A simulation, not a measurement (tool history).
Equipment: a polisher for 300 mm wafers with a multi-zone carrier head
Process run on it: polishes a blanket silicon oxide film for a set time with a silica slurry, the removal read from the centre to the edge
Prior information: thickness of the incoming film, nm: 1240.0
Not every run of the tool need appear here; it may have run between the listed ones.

run  hour  flow of slurry (ml/min)  pressure of the head's centre zone  pressure of the head's middle zone  pressure of the head's edge zone  abrasive content of the slurry  polishing time (s)  film removed at the wafer's centre (angstrom)  film removed at mid-radius (angstrom)  film removed at the wafer's edge (angstrom)
  1     0                      150                                   1                                   1                                 1                               1                  76                                         1557.2                                 1475.9                                       1531.4
  2   3.3                      145                                0.97                                   1                              0.98                            0.95                  76                                           1454                                 1447.3                                       1514.5
  3   6.7                      145                                0.96                                1.02                              0.96                             0.9                  76                                         1432.3                                 1462.3                                       1434.8
  4  14.3                      140                                0.94                                1.02                              0.95                            0.85                  76                                         1331.4                                 1386.1                                       1349.3
  5  19.2                      140                                0.94                                1.02                              0.95                            0.85                  57                                         1007.8                                 1030.7                                       1045.9
  6  21.3                      140                                0.94                                0.98                              0.95                            0.85                  57                                         998.99                                 993.63                                       1067.8
  7  28.9                      150                                0.93                                1.01                              0.98                             0.9                  57                                         1052.6                                   1070                                       1101.1
     29.7  -- slurry nozzle cleaned
  8  29.7                      155                                0.91                                1.02                                 1                            0.95                  57                                         1197.8                                 1222.2                                       1240.9
  9  35.7                      155                                0.89                                1.02                                 1                            0.95                  57                                           1169                                 1251.6                                       1245.5

The next listed run, before its measurement:
 10  36.9                      160                                0.88                                1.02                                 1                            0.95                  57                                              ?                                      ?                                            ?

film removed at the wafer's centre (angstrom): 1186.1
film removed at mid-radius (angstrom): 1211.8
film removed at the wafer's edge (angstrom): 1264
